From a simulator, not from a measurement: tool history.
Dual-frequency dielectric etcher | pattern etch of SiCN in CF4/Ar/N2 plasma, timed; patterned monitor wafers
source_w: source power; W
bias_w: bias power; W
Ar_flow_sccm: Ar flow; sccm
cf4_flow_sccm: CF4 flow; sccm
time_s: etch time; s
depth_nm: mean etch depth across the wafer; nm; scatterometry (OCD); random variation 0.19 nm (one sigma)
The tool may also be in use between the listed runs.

{"run": 1, "hour": 0.0, "source_w": 380, "bias_w": 77, "Ar_flow_sccm": 120, "cf4_flow_sccm": 76, "time_s": 79.5, "depth_nm": 63.857}
{"run": 2, "hour": 2.2, "source_w": 350, "bias_w": 76, "Ar_flow_sccm": 120, "cf4_flow_sccm": 76, "time_s": 79.5, "depth_nm": 58.872}
{"run": 3, "hour": 10.6, "source_w": 350, "bias_w": 86, "Ar_flow_sccm": 120, "cf4_flow_sccm": 76, "time_s": 79.5, "depth_nm": 61.159}
{"run": 4, "hour": 13.3, "source_w": 330, "bias_w": 85, "Ar_flow_sccm": 120, "cf4_flow_sccm": 76, "time_s": 79.5, "depth_nm": 57.374}
{"run": 5, "hour": 22.2, "source_w": 330, "bias_w": 85, "Ar_flow_sccm": 120, "cf4_flow_sccm": 66, "time_s": 79.5, "depth_nm": 55.95}
{"run": 6, "hour": 23.2, "source_w": 320, "bias_w": 85, "Ar_flow_sccm": 120, "cf4_flow_sccm": 66, "time_s": 79.5, "depth_nm": 54.002}

Run 7, settings as shown, results not yet in. Your forecast:
{"run": 7, "hour": 25.5, "source_w": 310, "bias_w": 85, "Ar_flow_sccm": 120, "cf4_flow_sccm": 66, "time_s": 79.5, "depth_nm": "?"}

Run 7 yielded depth_nm 52.609 nm.
